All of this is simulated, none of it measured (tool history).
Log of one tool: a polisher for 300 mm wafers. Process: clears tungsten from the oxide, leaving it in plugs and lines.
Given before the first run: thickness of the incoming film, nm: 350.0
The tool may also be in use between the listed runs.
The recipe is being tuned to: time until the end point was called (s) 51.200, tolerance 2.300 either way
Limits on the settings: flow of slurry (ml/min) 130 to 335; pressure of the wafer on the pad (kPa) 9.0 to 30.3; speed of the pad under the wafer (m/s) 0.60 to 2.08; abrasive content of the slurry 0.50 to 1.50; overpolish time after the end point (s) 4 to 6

run	hour	flow of slurry (ml/min)	pressure of the wafer on the pad (kPa)	speed of the pad under the wafer (m/s)	abrasive content of the slurry	overpolish time after the end point (s)	time until the end point was called (s)
1	0.0	215	19.3	1.34	1.00	6	86.990
2	7.7	175	19.3	1.34	1.00	6	89.304
3	16.7	195	19.3	1.34	1.00	6	88.306
4	23.0	195	19.3	1.08	1.00	6	108.540
5	24.7	195	19.3	1.08	1.00	4	106.030
6	25.9	195	19.3	1.20	1.00	4	98.838
7	29.0	195	21.4	1.22	1.00	4	88.298
8	30.2	200	26.9	1.40	1.00	4	60.916
9	36.9	200	27.6	1.40	1.00	4	60.081
10	42.1	200	28.3	1.40	1.00	4	58.020
11	47.1	200	29.6	1.42	1.00	4	55.104

Which single option among these 4 for the next run brings every result within its allowed miss of target? Just one does.
A	52.1	235	26.9	1.44	0.95	4	?
B	52.1	185	28.3	1.36	0.95	4	?
C	52.1	235	28.3	1.58	1.00	6	?
D	52.1	255	28.3	1.34	1.00	4	?

move	time until the end point was called (s)
A	59.898
B	62.313
C	51.425
D	59.795
A: moves away from the targets compared with the last run
B: moves away from the targets compared with the last run
C: all results in spec
D: moves away from the targets compared with the last run
The move that meets every target is C.
